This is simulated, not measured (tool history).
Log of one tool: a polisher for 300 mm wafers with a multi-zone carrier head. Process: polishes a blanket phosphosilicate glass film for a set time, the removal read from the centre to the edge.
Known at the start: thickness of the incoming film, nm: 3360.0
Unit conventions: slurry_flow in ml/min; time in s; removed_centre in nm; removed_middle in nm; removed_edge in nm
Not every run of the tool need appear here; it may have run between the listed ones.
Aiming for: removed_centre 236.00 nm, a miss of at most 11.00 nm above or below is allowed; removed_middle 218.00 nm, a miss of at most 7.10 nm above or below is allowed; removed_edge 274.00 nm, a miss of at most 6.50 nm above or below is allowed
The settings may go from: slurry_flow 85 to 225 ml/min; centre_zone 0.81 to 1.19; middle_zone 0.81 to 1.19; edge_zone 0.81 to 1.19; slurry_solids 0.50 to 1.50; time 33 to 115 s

run,hour,slurry_flow,centre_zone,middle_zone,edge_zone,slurry_solids,time,removed_centre,removed_middle,removed_edge
1,0.0,145,1.00,1.00,1.00,1.00,73,294.63,289.96,286.15
2,1.3,115,1.00,1.00,1.00,1.00,73,284.85,273.84,277.57
3,7.4,105,0.96,0.94,1.02,1.00,73,267.34,260.92,276.25
4,8.2,105,0.96,0.94,1.02,1.00,66,241.85,231.66,251.04
5,9.9,130,0.96,0.94,1.02,1.00,66,255.37,243.64,256.40
# hour 12.2: edge zone pressure recalibrated
6,12.2,130,1.03,0.94,1.02,1.00,66,269.10,238.98,270.30
7,19.5,120,1.01,0.93,1.07,1.00,66,258.84,239.16,271.05
8,20.8,120,1.01,0.93,1.07,1.00,66,263.72,237.97,272.13

Below are 4 possible settings for the next run. Only one of them brings all results inside the allowed miss of their targets. Which is it?
A,22.1,125,0.93,0.87,1.15,1.05,62,?,?,?
B,22.1,110,0.94,1.06,1.05,0.85,75,?,?,?
C,22.1,125,0.98,0.85,1.19,0.95,62,?,?,?
D,22.1,130,0.89,1.06,1.07,0.75,79,?,?,?

move,removed_centre,removed_middle,removed_edge
A,237.47,214.37,275.57
B,249.23,263.61,275.58
C,235.15,198.80,265.32
D,238.21,263.24,275.05
A: meets every target
B: lands further from the targets than the last run did
C: carries the result that was furthest off beyond its target, to the other side
D: lands further from the targets than the last run did
The move that meets every target is A.

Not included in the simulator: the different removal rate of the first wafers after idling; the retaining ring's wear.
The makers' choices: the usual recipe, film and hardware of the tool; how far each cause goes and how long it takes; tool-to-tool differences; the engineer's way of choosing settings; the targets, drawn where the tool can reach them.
